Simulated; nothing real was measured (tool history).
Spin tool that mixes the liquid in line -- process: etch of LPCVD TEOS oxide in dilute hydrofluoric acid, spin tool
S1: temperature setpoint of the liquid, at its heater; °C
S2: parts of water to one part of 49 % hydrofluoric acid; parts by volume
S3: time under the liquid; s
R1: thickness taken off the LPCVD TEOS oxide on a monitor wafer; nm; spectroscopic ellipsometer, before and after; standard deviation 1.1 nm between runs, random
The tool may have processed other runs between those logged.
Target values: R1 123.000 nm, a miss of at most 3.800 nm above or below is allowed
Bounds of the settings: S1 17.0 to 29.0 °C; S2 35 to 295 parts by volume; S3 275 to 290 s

run	hour	S1	S2	S3	R1
1	0.0	21.0	165	275	72.387
2	6.0	23.5	155	275	87.319
3	10.5	27.0	155	275	100.260
4	15.0	27.5	150	275	103.340
5	19.9	27.5	190	275	77.686
6	26.9	27.5	190	290	82.762
7	27.6	28.0	175	290	93.222
8	28.5	28.5	165	290	102.110
9	30.9	28.5	160	290	106.820

Which of these 4 next moves meets every target?
A	33.3	28.0	175	285	?
B	33.3	28.0	175	290	?
C	33.3	26.0	125	275	?
D	33.3	28.0	130	290	?

move	R1
A	91.110
B	92.708
C	121.220
D	131.840
A: further off than the last run
B: further off than the last run
C: each result inside its tolerance
D: takes the result that was furthest off past its target
So the answer is move C, the one that meets all the targets.
